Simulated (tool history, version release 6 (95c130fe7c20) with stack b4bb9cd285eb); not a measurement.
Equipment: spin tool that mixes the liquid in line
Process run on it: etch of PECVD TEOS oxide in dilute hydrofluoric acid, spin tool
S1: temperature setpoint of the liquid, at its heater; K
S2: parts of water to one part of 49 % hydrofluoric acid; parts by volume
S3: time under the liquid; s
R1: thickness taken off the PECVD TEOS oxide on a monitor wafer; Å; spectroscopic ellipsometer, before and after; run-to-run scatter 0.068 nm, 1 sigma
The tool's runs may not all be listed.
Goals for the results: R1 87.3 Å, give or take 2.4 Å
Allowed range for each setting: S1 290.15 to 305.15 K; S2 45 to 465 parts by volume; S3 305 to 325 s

run 1 day=0 | S1=297.15 S2=255 S3=305 | R1=153.68
run 2 day=0.329 | S1=297.15 S2=330 S3=305 | R1=111.57
run 3 day=0.575 | S1=295.15 S2=330 S3=305 | R1=102
run 4 day=0.821 | S1=294.15 S2=330 S3=305 | R1=98.901
run 5 day=1.175 | S1=293.15 S2=330 S3=305 | R1=96.464
run 6 day=1.321 | S1=293.15 S2=285 S3=305 | R1=115.26
run 7 day=1.658 | S1=292.15 S2=295 S3=305 | R1=105.47
run 8 day=1.983 | S1=291.65 S2=305 S3=305 | R1=100.86
run 9 day=2.258 | S1=291.15 S2=310 S3=305 | R1=96.239

Which one of the following 5 next-run settings gets every result inside its allowed miss? There is exactly one.
run A day=2.533 | S1=291.15 S2=325 S3=310 | R1=?
run B day=2.533 | S1=293.15 S2=375 S3=325 | R1=?
run C day=2.533 | S1=291.15 S2=325 S3=315 | R1=?
run D day=2.533 | S1=290.65 S2=365 S3=325 | R1=?
run E day=2.533 | S1=291.65 S2=320 S3=305 | R1=?

move=A R1=93.836
move=B R1=87.865
move=C R1=95.35
move=D R1=83.227
move=E R1=95.914
A: closer than the last run, but not yet in spec
B: meets every target
C: closer than the last run, but not yet in spec
D: the result that was furthest off in the last run now lies on the other side of its target
E: no nearer and no further than the last run
So the answer is move B, the one that meets all the targets.
